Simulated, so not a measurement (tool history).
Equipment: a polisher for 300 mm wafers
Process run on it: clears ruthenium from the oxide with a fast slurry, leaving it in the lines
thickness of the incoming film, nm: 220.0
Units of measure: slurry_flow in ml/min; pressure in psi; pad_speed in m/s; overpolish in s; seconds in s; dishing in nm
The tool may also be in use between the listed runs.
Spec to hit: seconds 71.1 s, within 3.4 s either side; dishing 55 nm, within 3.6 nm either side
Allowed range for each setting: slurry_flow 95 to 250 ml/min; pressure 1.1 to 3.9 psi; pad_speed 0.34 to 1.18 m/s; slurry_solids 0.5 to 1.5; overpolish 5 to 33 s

run	hour	slurry_flow	pressure	pad_speed	slurry_solids	overpolish	seconds	dishing
1	0	160	2.5	0.76	1	17	73.641	35.181
2	7.5	160	2.5	0.76	1	22	75.437	44.23
3	14.7	160	2.5	0.76	1	17	75.321	36.154
4	16.2	160	1.9	0.76	1	17	97.522	28.383
5	17.4	160	1.9	0.76	0.8	17	105.58	26.216
6	18.5	160	1.9	0.92	0.8	17	88.893	31.417
7	19.7	160	2.1	0.92	0.8	20	80.882	38.779
8	28.2	160	2.2	0.92	0.8	22	75.967	43.873
9	35	160	2.2	0.92	0.8	23	75.577	44.849
10	37.8	160	2.2	0.92	0.8	24	74.566	47.396
11	46.4	160	2.2	0.92	0.8	25	75.545	49.721

4 candidate next runs follow, results not yet known. Just one meets every target within its allowed miss. Identify it.
A	55	170	2.7	0.88	0.8	25	?	?
B	55	145	2.5	1.1	0.65	18	?	?
C	55	125	2.2	0.98	0.9	27	?	?
D	55	225	1.6	1.1	1	29	?	?

move	seconds	dishing
A	66.236	55.121
B	63.437	43.881
C	74.104	53.633
D	78.71	54.101
A: gets the furthest-off result to its target, but another result is out of tolerance
B: its largest miss is bigger than the last run's
C: each result inside its tolerance
D: gets the furthest-off result to its target, but another result is out of tolerance
C meets every target.
